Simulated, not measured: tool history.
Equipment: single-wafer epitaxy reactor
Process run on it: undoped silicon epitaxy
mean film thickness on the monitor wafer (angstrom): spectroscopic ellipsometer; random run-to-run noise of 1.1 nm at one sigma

run,hour,wafer temperature setpoint (pyrometer-controlled) (°C),deposition time (s),mean film thickness on the monitor wafer (angstrom)
1,0.0,675,403,1145.8
2,2.8,680,403,1308.7
3,7.1,686,403,1488.4
4,15.1,695,403,1823.5
5,20.8,686,403,1495.1
6,24.3,686,424,1562.9
7,28.2,689,424,1675.8
8,31.0,691,424,1755.0
9,38.5,693,424,1835.4
10,44.6,694,424,1879.0

What will run 11 give?
11,45.5,699,425,?

mean film thickness on the monitor wafer (angstrom): 2120.7
